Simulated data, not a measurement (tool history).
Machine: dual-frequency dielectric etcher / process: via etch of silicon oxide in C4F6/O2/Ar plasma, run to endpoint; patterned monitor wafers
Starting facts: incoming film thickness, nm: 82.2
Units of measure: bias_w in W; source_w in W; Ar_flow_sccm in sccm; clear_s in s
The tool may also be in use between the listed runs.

run	day	bias_w	source_w	Ar_flow_sccm	clear_s
1	0.000	603	240	309	21.107
2	0.067	603	210	309	22.517
3	0.129	603	250	309	20.239
4	0.196	615	250	309	20.300
5	0.288	628	250	309	20.280
6	0.575	642	250	309	20.089
7	0.883	655	250	309	19.865
8	1.092	665	250	309	19.706
9	1.433	674	250	309	19.641
10	1.496	683	250	309	19.462
11	1.867	690	250	309	19.666
12	2.167	700	250	309	19.308
13	2.221	706	250	309	19.090
14	2.375	706	250	309	19.253
15	2.442	712	250	309	19.042

What will run 16 give?
16	2.804	716	250	309	?

{"run 16": {"clear_s": 19.07}}
